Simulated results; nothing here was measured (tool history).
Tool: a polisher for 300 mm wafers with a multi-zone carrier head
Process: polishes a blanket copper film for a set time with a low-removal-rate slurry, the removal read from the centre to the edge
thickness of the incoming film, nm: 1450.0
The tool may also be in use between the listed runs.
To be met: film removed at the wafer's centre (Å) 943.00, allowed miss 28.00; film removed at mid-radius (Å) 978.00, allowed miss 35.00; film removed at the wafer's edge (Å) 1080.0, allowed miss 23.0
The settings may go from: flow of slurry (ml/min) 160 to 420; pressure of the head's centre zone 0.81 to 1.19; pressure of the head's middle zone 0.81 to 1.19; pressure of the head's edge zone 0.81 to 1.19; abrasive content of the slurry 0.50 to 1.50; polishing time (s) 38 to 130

run	hour	flow of slurry (ml/min)	pressure of the head's centre zone	pressure of the head's middle zone	pressure of the head's edge zone	abrasive content of the slurry	polishing time (s)	film removed at the wafer's centre (Å)	film removed at mid-radius (Å)	film removed at the wafer's edge (Å)
1	0.0	270	1.00	1.00	1.00	1.00	84	1311.90	1234.50	1196.3
2	5.7	265	0.98	0.99	1.00	0.95	84	1267.00	1200.20	1183.8
3	12.8	265	0.98	1.05	1.00	0.95	84	1274.50	1259.50	1205.5
4	17.3	265	0.91	1.05	1.00	0.95	84	1175.30	1271.00	1178.8
5	22.7	260	0.90	1.03	1.01	0.90	84	1150.60	1220.40	1199.1
6	27.1	290	0.90	1.03	1.01	0.90	84	1156.30	1214.80	1187.1
7	34.6	290	0.89	1.02	1.01	0.85	84	1129.90	1214.50	1174.7
8	41.6	285	0.88	1.00	1.01	0.80	84	1113.80	1192.20	1157.5
9	49.5	285	0.87	0.98	1.02	0.75	84	1087.30	1159.70	1156.0
10	51.6	285	0.86	0.97	1.02	0.70	84	1072.30	1125.00	1148.7
11	58.8	280	0.85	0.96	1.02	0.70	84	1024.40	1125.00	1160.9
12	63.5	280	0.85	0.95	1.01	0.70	84	1047.30	1084.50	1141.3
13	64.2	275	0.85	0.95	1.01	0.70	84	1038.60	1125.50	1131.5
14	71.3	275	0.85	0.94	1.01	0.70	84	1043.60	1117.70	1144.3
15	78.0	275	0.85	0.93	1.01	0.70	84	1042.30	1092.50	1144.5
16	86.7	270	0.85	0.92	1.01	0.70	84	1045.00	1077.60	1140.5
17	90.8	265	0.85	0.91	1.01	0.70	84	1038.10	1069.60	1123.2
18	94.6	260	0.85	0.90	1.01	0.70	84	1049.50	1066.70	1124.9
19	100.7	255	0.83	0.88	1.02	0.60	83	983.92	1007.20	1090.1

Which of these 4 next moves meets every target?
A	106.8	265	0.81	0.85	0.99	0.75	79	?	?	?
B	106.8	240	0.86	0.87	1.02	0.55	86	?	?	?
C	106.8	245	0.81	0.97	0.95	0.70	83	?	?	?
D	106.8	195	0.89	0.97	0.95	0.65	84	?	?	?

move	film removed at the wafer's centre (Å)	film removed at mid-radius (Å)	film removed at the wafer's edge (Å)
A	952.66	982.94	1073.9
B	1033.30	1020.70	1115.9
C	981.91	1110.30	1085.6
D	1052.90	1085.70	1067.5
A: meets every target
B: further off than the last run
C: further off than the last run
D: further off than the last run
Answer: A
